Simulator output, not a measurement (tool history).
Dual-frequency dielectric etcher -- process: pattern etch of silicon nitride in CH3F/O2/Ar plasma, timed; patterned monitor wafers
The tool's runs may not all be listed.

run    day  source power (W)  bias power (W)  etch time (s)  mean etch depth across the wafer (nm)
  1  0.000               400             101           23.5                                 19.201
  2  0.279               400             114           23.5                                 20.041
  3  0.533               400             114           21.5                                 18.391
  4  0.812               400             114           23.5                                 20.127
  5  0.996               430             114           23.5                                 20.803
  6  1.267               460             114           23.5                                 21.320
  7  1.400               430             108           23.5                                 20.469
  8  1.742               430             108           23.5                                 20.329
  9  1.821               400             104           23.5                                 19.368
 10  1.992               370             101           23.5                                 18.345
 11  2.254               350             100           23.5                                 18.109

What will run 12 give?
 12  2.596               330              98           23.5                                      ?

Run 12 gave mean etch depth across the wafer (nm) 17.514.
